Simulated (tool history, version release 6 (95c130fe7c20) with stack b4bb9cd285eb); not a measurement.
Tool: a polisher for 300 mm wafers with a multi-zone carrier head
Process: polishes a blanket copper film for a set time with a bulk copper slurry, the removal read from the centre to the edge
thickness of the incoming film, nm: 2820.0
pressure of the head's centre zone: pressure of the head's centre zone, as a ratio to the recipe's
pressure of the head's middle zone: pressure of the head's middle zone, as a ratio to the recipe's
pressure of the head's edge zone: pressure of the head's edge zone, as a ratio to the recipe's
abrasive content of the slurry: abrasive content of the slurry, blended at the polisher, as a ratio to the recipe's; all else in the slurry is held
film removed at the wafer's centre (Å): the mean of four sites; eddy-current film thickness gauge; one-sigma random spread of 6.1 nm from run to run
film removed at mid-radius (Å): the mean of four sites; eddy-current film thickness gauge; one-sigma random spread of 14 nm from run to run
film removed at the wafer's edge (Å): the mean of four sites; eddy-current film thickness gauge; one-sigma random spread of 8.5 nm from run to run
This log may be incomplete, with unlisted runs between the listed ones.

run,day,flow of slurry (ml/min),pressure of the head's centre zone,pressure of the head's middle zone,pressure of the head's edge zone,abrasive content of the slurry,polishing time (s),film removed at the wafer's centre (Å),film removed at mid-radius (Å),film removed at the wafer's edge (Å)
1,0.000,165,1.00,1.00,1.00,1.00,86,8908.1,8907.4,8868.1
2,0.083,170,1.00,1.00,1.02,1.00,86,8931.8,8969.7,8858.5
3,0.412,175,0.99,1.00,1.03,1.05,86,9093.9,8862.3,9116.8
4,0.446,175,0.99,1.00,1.03,1.20,86,9282.8,9386.2,9355.6
5,0.600,215,0.99,1.00,1.03,1.20,86,9474.1,9589.9,9599.2
6,0.879,215,0.99,0.94,1.03,1.20,86,9487.7,9210.2,9523.2
7,0.967,215,0.98,0.95,1.04,1.20,86,9438.4,9531.5,9547.3

Predict the results of run 8:
8,1.308,215,0.98,0.95,1.06,1.20,86,?,?,?

film removed at the wafer's centre (Å): 9364.3
film removed at mid-radius (Å): 9271.4
film removed at the wafer's edge (Å): 9714.4

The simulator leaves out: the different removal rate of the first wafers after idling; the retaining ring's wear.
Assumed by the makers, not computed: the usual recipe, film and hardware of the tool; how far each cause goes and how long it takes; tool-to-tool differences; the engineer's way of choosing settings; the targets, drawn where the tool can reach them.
